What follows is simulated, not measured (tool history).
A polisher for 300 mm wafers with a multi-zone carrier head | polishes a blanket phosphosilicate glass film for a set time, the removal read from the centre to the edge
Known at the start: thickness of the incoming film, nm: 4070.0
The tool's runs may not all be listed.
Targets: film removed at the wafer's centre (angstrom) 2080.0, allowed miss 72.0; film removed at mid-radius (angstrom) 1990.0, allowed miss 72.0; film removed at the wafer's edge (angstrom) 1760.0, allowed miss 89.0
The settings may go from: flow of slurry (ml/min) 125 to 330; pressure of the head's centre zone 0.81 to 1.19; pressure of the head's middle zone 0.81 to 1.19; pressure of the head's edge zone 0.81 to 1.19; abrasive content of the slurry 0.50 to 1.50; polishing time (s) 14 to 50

run  hour  flow of slurry (ml/min)  pressure of the head's centre zone  pressure of the head's middle zone  pressure of the head's edge zone  abrasive content of the slurry  polishing time (s)  film removed at the wafer's centre (angstrom)  film removed at mid-radius (angstrom)  film removed at the wafer's edge (angstrom)
  1   0.0                      210                                1.00                                1.00                              1.00                            1.00                  32                                         3260.5                                 3403.4                                       3292.9
  2   0.8                      210                                1.00                                1.00                              1.00                            1.20                  32                                         3606.2                                 3559.2                                       3427.5
  3   9.6                      210                                1.00                                1.00                              1.00                            1.10                  32                                         3396.9                                 3465.1                                       3415.4
  4  15.6                      215                                1.02                                1.00                              0.98                            1.05                  30                                         3202.1                                 3237.0                                       3115.4
  5  16.3                      215                                1.04                                1.00                              0.96                            1.00                  29                                         3134.4                                 3016.3                                       2876.7
  6  21.8                      215                                1.04                                1.00                              0.95                            0.95                  28                                         2954.2                                 2808.7                                       2745.9
  7  29.0                      215                                1.05                                1.01                              0.94                            0.90                  27                                         2863.3                                 2711.2                                       2577.9
  8  37.0                      225                                1.02                                0.99                              0.84                            0.65                  21                                         1855.0                                 1754.7                                       1649.3
  9  37.9                      230                                1.03                                1.00                              0.84                            0.65                  21                                         1830.1                                 1826.2                                       1611.6
 10  42.1                      230                                1.04                                1.00                              0.85                            0.65                  21                                         1869.7                                 1833.6                                       1631.0
 11  50.5                      230                                1.05                                1.00                              0.86                            0.65                  21                                         1929.7                                 1833.5                                       1603.5
 12  57.5                      230                                1.05                                1.00                              0.87                            0.65                  21                                         1886.0                                 1820.5                                       1660.0
 13  62.6                      230                                1.06                                1.00                              0.88                            0.65                  21                                         1900.6                                 1818.7                                       1656.7
 14  69.5                      230                                1.06                                1.00                              0.88                            0.65                  21                                         1957.2                                 1827.7                                       1656.7
 15  70.2                      230                                1.06                                1.00                              0.89                            0.65                  21                                         1897.8                                 1828.5                                       1657.1
 16  78.6                      230                                1.09                                1.02                              0.91                            0.70                  21                                         2011.8                                 1887.2                                       1783.7

Which of these 5 next moves meets every target?
  A  87.0                      275                                1.14                                1.01                              0.99                            0.80                  18                                              ?                                      ?                                            ?
  B  87.0                      230                                1.05                                0.98                              0.81                            0.65                  23                                              ?                                      ?                                            ?
  C  87.0                      240                                1.05                                0.98                              0.97                            0.80                  19                                              ?                                      ?                                            ?
  D  87.0                      190                                1.15                                1.03                              1.00                            0.75                  19                                              ?                                      ?                                            ?
  E  87.0                      205                                1.05                                1.02                              0.90                            0.55                  24                                              ?                                      ?                                            ?

move  film removed at the wafer's centre (angstrom)  film removed at mid-radius (angstrom)  film removed at the wafer's edge (angstrom)
   A                                         1979.4                                 1788.7                                       1697.1
   B                                         2058.2                                 1983.3                                       1763.4
   C                                         1888.6                                 1818.2                                       1753.0
   D                                         1933.1                                 1766.3                                       1681.4
   E                                         1938.9                                 1926.3                                       1751.0
A: further off than the last run
B: meets every target
C: further off than the last run
D: further off than the last run
E: brings the result that was furthest off to its target, and leaves another outside
The right move is B.
